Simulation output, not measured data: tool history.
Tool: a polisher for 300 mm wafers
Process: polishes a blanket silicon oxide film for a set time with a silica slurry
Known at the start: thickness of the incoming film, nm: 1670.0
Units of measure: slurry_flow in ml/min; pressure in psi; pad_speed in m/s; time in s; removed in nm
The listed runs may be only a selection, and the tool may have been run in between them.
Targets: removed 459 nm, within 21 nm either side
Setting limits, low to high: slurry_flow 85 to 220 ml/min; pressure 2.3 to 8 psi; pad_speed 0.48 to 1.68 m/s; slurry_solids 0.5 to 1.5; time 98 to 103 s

| run | hour | slurry_flow | pressure | pad_speed | slurry_solids | time | removed |
|---|---|---|---|---|---|---|---|
| 1 | 0 | 140 | 5.1 | 1.08 | 1 | 98 | 334.11 |
| 2 | 2 | 140 | 5.5 | 1.08 | 1 | 98 | 354.89 |
| 3 | 8.7 | 140 | 5.8 | 1.08 | 1 | 98 | 375.57 |
| 4 | 15.5 | 140 | 6 | 1.08 | 1 | 98 | 389.2 |
| 5 | 22 | 140 | 6.2 | 1.08 | 1 | 98 | 393.28 |
| 6 | 26.7 | 140 | 6.2 | 1.08 | 1 | 98 | 397.66 |
| 7 | 28.8 | 140 | 6.4 | 1.08 | 1 | 98 | 415.4 |
| 8 | 30.7 | 140 | 6.5 | 1.08 | 1 | 98 | 415.32 |
| 9 | 39.5 | 140 | 6.6 | 1.08 | 1 | 98 | 417.46 |
| 10 | 42.2 | 140 | 6.7 | 1.08 | 1 | 98 | 429.34 |
| 11 | 49.8 | 140 | 6.8 | 1.08 | 1 | 98 | 435.9 |

Of the 4 settings listed for the next run, only one would bring every result within its allowed miss of target. Which one?
| A | 57.4 | 190 | 8 | 0.78 | 1.1 | 103 | ? |
| B | 57.4 | 180 | 7.9 | 0.98 | 1.05 | 103 | ? |
| C | 57.4 | 150 | 7.9 | 0.84 | 0.85 | 103 | ? |
| D | 57.4 | 140 | 6.2 | 1.1 | 1 | 100 | ? |

| move | removed |
|---|---|
| A | 451.39 |
| B | 519.81 |
| C | 400.39 |
| D | 413.47 |
A: hits every target within its allowed miss
B: moves the result that the last run missed by most past its target, out the other side
C: its largest miss is bigger than the last run's
D: its largest miss is bigger than the last run's
Go with A: it meets all targets.

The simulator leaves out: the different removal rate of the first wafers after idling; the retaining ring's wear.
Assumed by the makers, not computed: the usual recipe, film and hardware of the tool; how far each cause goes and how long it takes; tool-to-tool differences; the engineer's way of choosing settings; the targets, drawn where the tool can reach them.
